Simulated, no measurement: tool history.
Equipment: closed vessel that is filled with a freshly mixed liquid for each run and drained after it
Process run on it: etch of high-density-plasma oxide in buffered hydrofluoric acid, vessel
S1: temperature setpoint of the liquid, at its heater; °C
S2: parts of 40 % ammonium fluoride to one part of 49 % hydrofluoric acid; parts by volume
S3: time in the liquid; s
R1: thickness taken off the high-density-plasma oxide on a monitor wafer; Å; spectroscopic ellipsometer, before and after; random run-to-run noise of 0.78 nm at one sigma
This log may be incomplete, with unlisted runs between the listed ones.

{"run": 1, "hour": 0.0, "S1": 25, "S2": 18.5, "S3": 105, "R1": 720.77}
{"run": 2, "hour": 1.9, "S1": 25.5, "S2": 18.5, "S3": 105, "R1": 735.53}
{"run": 3, "hour": 5.8, "S1": 25.5, "S2": 13.5, "S3": 105, "R1": 998.99}
{"run": 4, "hour": 14.6, "S1": 25, "S2": 13.5, "S3": 105, "R1": 994.08}
{"run": 5, "hour": 15.7, "S1": 25, "S2": 10.5, "S3": 105, "R1": 1237}
{"run": 6, "hour": 17.5, "S1": 25, "S2": 10.5, "S3": 115, "R1": 1363.3}
{"run": 7, "hour": 22.3, "S1": 24, "S2": 10.5, "S3": 115, "R1": 1305.4}
{"run": 8, "hour": 26.1, "S1": 23, "S2": 10.5, "S3": 115, "R1": 1226.3}
{"run": 9, "hour": 32.6, "S1": 22.5, "S2": 10.5, "S3": 115, "R1": 1197.1}
{"run": 10, "hour": 38.7, "S1": 22, "S2": 10.5, "S3": 115, "R1": 1160.3}
{"run": 11, "hour": 46.3, "S1": 21.5, "S2": 10.5, "S3": 115, "R1": 1134}

For run 12, what comes out?
{"run": 12, "hour": 47.1, "S1": 21, "S2": 10.5, "S3": 115, "R1": "?"}

{"run 12": {"R1": 1102.4}}
